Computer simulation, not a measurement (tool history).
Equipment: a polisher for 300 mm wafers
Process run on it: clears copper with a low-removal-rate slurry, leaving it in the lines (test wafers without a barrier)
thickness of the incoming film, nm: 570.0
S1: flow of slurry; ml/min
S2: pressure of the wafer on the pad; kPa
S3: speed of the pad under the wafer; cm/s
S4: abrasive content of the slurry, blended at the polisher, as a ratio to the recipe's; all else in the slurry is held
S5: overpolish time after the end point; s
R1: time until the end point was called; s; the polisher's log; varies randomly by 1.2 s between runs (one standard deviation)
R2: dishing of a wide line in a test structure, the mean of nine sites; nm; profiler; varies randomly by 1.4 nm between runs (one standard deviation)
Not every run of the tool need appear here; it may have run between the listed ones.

{"run": 1, "day": 0.0, "S1": 170, "S2": 26.2, "S3": 98, "S4": 1.0, "S5": 13, "R1": 148.89, "R2": 34.993}
{"run": 2, "day": 0.271, "S1": 170, "S2": 26.2, "S3": 98, "S4": 1.0, "S5": 10, "R1": 148.84, "R2": 27.139}
{"run": 3, "day": 0.646, "S1": 170, "S2": 27.6, "S3": 98, "S4": 1.0, "S5": 11, "R1": 141.71, "R2": 30.861}
{"run": 4, "day": 0.704, "S1": 170, "S2": 27.6, "S3": 98, "S4": 1.0, "S5": 16, "R1": 140.85, "R2": 43.554}
{"run": 5, "day": 0.979, "S1": 170, "S2": 28.3, "S3": 98, "S4": 1.0, "S5": 17, "R1": 135.56, "R2": 46.342}
{"run": 6, "day": 1.171, "S1": 170, "S2": 29.0, "S3": 98, "S4": 1.0, "S5": 18, "R1": 134.52, "R2": 51.578}
{"run": 7, "day": 1.333, "S1": 170, "S2": 29.6, "S3": 98, "S4": 1.0, "S5": 18, "R1": 133.84, "R2": 49.661}
{"run": 8, "day": 1.679, "S1": 170, "S2": 30.3, "S3": 98, "S4": 1.0, "S5": 19, "R1": 131.6, "R2": 53.482}
{"run": 9, "day": 1.896, "S1": 170, "S2": 31.0, "S3": 98, "S4": 1.0, "S5": 19, "R1": 126.11, "R2": 55.197}

The next listed run, before its measurement:
{"run": 10, "day": 2.05, "S1": 170, "S2": 31.7, "S3": 98, "S4": 1.0, "S5": 19, "R1": "?", "R2": "?"}

Logged for run 10: R1 122.94 s, R2 57.370 nm.
